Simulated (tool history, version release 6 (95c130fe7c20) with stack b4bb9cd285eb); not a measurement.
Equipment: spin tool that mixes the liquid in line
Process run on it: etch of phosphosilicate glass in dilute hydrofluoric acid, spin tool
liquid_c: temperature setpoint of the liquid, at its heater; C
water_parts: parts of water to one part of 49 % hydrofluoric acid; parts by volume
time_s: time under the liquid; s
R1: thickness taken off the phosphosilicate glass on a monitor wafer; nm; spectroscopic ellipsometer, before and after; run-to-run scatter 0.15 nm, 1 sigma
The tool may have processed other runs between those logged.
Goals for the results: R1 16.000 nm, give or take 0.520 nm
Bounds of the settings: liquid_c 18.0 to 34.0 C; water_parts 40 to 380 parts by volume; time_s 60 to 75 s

{"run": 1, "hour": 0.0, "liquid_c": 26.0, "water_parts": 210, "time_s": 75, "R1": 27.475}
{"run": 2, "hour": 5.1, "liquid_c": 26.0, "water_parts": 275, "time_s": 75, "R1": 19.634}
{"run": 3, "hour": 8.7, "liquid_c": 29.0, "water_parts": 275, "time_s": 75, "R1": 21.991}
{"run": 4, "hour": 16.0, "liquid_c": 27.0, "water_parts": 275, "time_s": 75, "R1": 20.402}
{"run": 5, "hour": 18.7, "liquid_c": 27.0, "water_parts": 275, "time_s": 75, "R1": 20.12}
{"run": 6, "hour": 27.1, "liquid_c": 27.0, "water_parts": 210, "time_s": 75, "R1": 28.773}
{"run": 7, "hour": 34.4, "liquid_c": 27.0, "water_parts": 210, "time_s": 75, "R1": 28.897}
{"run": 8, "hour": 35.6, "liquid_c": 25.0, "water_parts": 220, "time_s": 75, "R1": 25.135}
{"run": 9, "hour": 37.9, "liquid_c": 23.5, "water_parts": 230, "time_s": 75, "R1": 22.588}

5 candidate next runs follow, results not yet known. Just one meets every target within its allowed miss. Identify it.
{"run": "A", "hour": 40.2, "liquid_c": 25.0, "water_parts": 245, "time_s": 60, "R1": "?"}
{"run": "B", "hour": 40.2, "liquid_c": 24.0, "water_parts": 255, "time_s": 60, "R1": "?"}
{"run": "C", "hour": 40.2, "liquid_c": 21.0, "water_parts": 270, "time_s": 65, "R1": "?"}
{"run": "D", "hour": 40.2, "liquid_c": 27.0, "water_parts": 195, "time_s": 75, "R1": "?"}
{"run": "E", "hour": 40.2, "liquid_c": 24.0, "water_parts": 240, "time_s": 60, "R1": "?"}

move=A R1=17.292
move=B R1=15.868
move=C R1=14.354
move=D R1=30.815
move=E R1=17.121
A: closes in on the targets versus the last run, not all within tolerance yet
B: in spec on every target
C: carries the result that was furthest off beyond its target, to the other side
D: misses by more than the last run did
E: closes in on the targets versus the last run, not all within tolerance yet
So the answer is move B, the one that meets all the targets.

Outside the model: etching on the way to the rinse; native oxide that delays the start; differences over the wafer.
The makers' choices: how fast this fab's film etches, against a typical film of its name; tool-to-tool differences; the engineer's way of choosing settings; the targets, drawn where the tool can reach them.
